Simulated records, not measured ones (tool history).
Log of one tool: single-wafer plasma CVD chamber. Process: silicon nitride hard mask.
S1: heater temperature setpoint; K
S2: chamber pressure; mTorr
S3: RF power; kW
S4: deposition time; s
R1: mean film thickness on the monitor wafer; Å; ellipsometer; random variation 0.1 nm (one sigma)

| run | hour | S1 | S2 | S3 | S4 | R1 |
|---|---|---|---|---|---|---|
| 1 | 0.0 | 683.15 | 2090 | 0.335 | 16.9 | 223.46 |
| 2 | 5.7 | 683.15 | 2300 | 0.360 | 16.9 | 243.07 |
| 3 | 13.1 | 689.15 | 2300 | 0.360 | 16.9 | 243.87 |
| 4 | 17.2 | 689.15 | 2300 | 0.320 | 16.9 | 218.35 |
| 5 | 18.8 | 689.15 | 2300 | 0.300 | 16.9 | 205.30 |
| 6 | 25.1 | 689.15 | 2300 | 0.280 | 16.9 | 190.12 |
| 7 | 32.7 | 688.15 | 2720 | 0.335 | 16.9 | 237.47 |
| 8 | 40.0 | 688.15 | 2770 | 0.350 | 16.9 | 249.51 |

The next listed run, before its measurement:
| 9 | 43.9 | 688.15 | 2810 | 0.360 | 16.9 | ? |

{"run 9": {"R1": 252.86}}
